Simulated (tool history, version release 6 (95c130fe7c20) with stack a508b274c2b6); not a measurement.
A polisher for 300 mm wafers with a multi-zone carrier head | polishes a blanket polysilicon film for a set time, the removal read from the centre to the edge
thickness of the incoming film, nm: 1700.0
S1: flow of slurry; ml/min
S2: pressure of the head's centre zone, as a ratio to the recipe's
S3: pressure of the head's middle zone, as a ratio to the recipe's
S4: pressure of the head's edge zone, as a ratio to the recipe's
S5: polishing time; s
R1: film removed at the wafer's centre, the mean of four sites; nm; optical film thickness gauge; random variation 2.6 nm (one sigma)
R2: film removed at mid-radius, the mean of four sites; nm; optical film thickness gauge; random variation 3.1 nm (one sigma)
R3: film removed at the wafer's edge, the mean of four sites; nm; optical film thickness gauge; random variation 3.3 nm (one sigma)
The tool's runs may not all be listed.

run	hour	S1	S2	S3	S4	S5	R1	R2	R3
1	0	235	1	1	1	65	504	504.22	512.62
2	0.8	235	0.99	1	0.97	61	464.58	467.11	475.4
3	4.3	235	0.99	1.01	0.94	58	439.13	443.23	437.95
4	11.3	235	0.99	1.07	0.94	58	444.02	455.01	444.9
5	19.9	230	0.99	1.06	0.91	57	437.12	444.69	428.92
6	24.8	230	0.99	1.06	0.83	57	430.85	446.91	413.77
7	26	225	0.99	1.05	0.83	56	421.31	434.28	397.06

Run 8 comes next. What will it give?
8	26.6	160	0.94	0.96	0.81	55	?	?	?

Run 8 gave R1 371.74 nm, R2 387.24 nm, R3 378.65 nm.

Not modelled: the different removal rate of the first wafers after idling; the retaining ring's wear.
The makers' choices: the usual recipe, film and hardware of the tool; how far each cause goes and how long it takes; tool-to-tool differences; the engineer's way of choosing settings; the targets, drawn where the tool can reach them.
